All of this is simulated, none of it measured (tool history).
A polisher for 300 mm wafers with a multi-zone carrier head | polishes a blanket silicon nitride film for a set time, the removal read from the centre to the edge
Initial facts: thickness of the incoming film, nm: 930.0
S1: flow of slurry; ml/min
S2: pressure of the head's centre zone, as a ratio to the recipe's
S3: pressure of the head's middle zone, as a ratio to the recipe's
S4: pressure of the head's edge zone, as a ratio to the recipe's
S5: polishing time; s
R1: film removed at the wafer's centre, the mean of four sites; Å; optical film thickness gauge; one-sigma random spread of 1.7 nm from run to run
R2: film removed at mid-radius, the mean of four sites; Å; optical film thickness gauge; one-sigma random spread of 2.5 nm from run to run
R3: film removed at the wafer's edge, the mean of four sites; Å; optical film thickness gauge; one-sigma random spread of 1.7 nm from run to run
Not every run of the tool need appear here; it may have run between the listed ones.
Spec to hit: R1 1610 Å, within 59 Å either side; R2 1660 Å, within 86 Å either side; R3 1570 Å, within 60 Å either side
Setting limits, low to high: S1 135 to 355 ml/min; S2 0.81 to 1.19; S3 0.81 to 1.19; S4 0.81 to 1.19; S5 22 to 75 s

Run 1, hour 0: S1 225 ml/min, S2 1, S3 1, S4 1, S5 48 s. Result: R1 1166.1 Å, R2 1129.1 Å, R3 1181.1 Å.
Run 2, hour 2.1: S1 230 ml/min, S2 1.01, S3 1.03, S4 1.02, S5 50 s. Result: R1 1231.1 Å, R2 1203.5 Å, R3 1227.6 Å.
Run 3, hour 10.2: S1 235 ml/min, S2 1.01, S3 1.04, S4 1.03, S5 52 s. Result: R1 1269.5 Å, R2 1294.8 Å, R3 1315.1 Å.
Run 4, hour 12.2: S1 235 ml/min, S2 1.01, S3 1.08, S4 1.03, S5 52 s. Result: R1 1288.2 Å, R2 1324.7 Å, R3 1275 Å.
Run 5, hour 18.8: S1 235 ml/min, S2 1.01, S3 1.15, S4 1.03, S5 52 s. Result: R1 1295.5 Å, R2 1399.3 Å, R3 1286.7 Å.
At hour 24.2: worn pad replaced by a new one.
Run 6, hour 24.2: S1 235 ml/min, S2 1.01, S3 1.15, S4 1.03, S5 48 s. Result: R1 1282.8 Å, R2 1396.2 Å, R3 1282.3 Å.
Run 7, hour 30.2: S1 240 ml/min, S2 1.03, S3 1.16, S4 1.06, S5 49 s. Result: R1 1360.8 Å, R2 1419 Å, R3 1330 Å.
Run 8, hour 31.6: S1 250 ml/min, S2 1.03, S3 1.17, S4 1.07, S5 50 s. Result: R1 1375.5 Å, R2 1488.6 Å, R3 1390.4 Å.
Run 9, hour 37.7: S1 260 ml/min, S2 1.04, S3 1.17, S4 1.07, S5 50 s. Result: R1 1392 Å, R2 1508 Å, R3 1366.8 Å.
Run 10, hour 41.7: S1 260 ml/min, S2 1.05, S3 1.17, S4 1.09, S5 50 s. Result: R1 1419.1 Å, R2 1486.4 Å, R3 1379.1 Å.
Run 11, hour 44.4: S1 265 ml/min, S2 1.05, S3 1.17, S4 1.11, S5 51 s. Result: R1 1407.6 Å, R2 1550.2 Å, R3 1441.2 Å.
Run 12, hour 50.1: S1 270 ml/min, S2 1.07, S3 1.17, S4 1.12, S5 51 s. Result: R1 1456.9 Å, R2 1553.5 Å, R3 1431.7 Å.
Run 13, hour 52.6: S1 270 ml/min, S2 1.08, S3 1.17, S4 1.13, S5 52 s. Result: R1 1505.1 Å, R2 1522.8 Å, R3 1481.7 Å.
Run 14, hour 59.5: S1 280 ml/min, S2 1.08, S3 1.17, S4 1.13, S5 52 s. Result: R1 1518.3 Å, R2 1578.2 Å, R3 1460.9 Å.
Run 15, hour 64.9: S1 280 ml/min, S2 1.08, S3 1.17, S4 1.14, S5 52 s. Result: R1 1510.7 Å, R2 1537.9 Å, R3 1480.3 Å.

Which one of the following 4 next-run settings gets every result inside its allowed miss? There is exactly one.
Run A, hour 70.3: S1 245 ml/min, S2 1.05, S3 1.17, S4 1.17, S5 51 s. Result: R1 ?, R2 ?, R3 ?.
Run B, hour 70.3: S1 270 ml/min, S2 1.16, S3 1.17, S4 1.13, S5 56 s. Result: R1 ?, R2 ?, R3 ?.
Run C, hour 70.3: S1 240 ml/min, S2 1.09, S3 1.15, S4 1.11, S5 56 s. Result: R1 ?, R2 ?, R3 ?.
Run D, hour 70.3: S1 285 ml/min, S2 1.13, S3 1.06, S4 1.19, S5 52 s. Result: R1 ?, R2 ?, R3 ?.

move      R1      R2      R3
   A  1421.5  1552.9    1460
   B  1711.3  1720.6  1589.1
   C  1605.2  1676.4  1563.2
   D  1562.5  1475.4    1519
A: lands further from the targets than the last run did
B: takes the result that was furthest off past its target
C: all results in spec
D: the furthest-off result lands on target, but another misses its tolerance
So the answer is move C, the one that meets all the targets.
